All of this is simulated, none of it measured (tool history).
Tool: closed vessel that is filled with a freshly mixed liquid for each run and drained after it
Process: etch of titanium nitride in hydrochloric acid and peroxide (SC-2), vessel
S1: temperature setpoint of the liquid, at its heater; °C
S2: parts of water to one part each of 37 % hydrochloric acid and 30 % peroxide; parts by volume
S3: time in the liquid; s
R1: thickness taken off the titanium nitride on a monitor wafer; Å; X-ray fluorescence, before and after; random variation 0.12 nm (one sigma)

run  hour  S1  S2   S3      R1
  1     0  64   7  235   320.7
  2   8.6  64   7  255  350.21
  3  15.9  64   8  255  315.03
  4  18.7  64   8  255  312.63
  5  22.3  63   8  255  292.05
     25.9  -- thermometer replaced
  6  25.9  62   8  255  242.35
  7  30.2  61   8  255  230.66

Run 8 comes next. What will it give?
  8  38.7  60.5   8  255   ?

R1: 221.1 Å
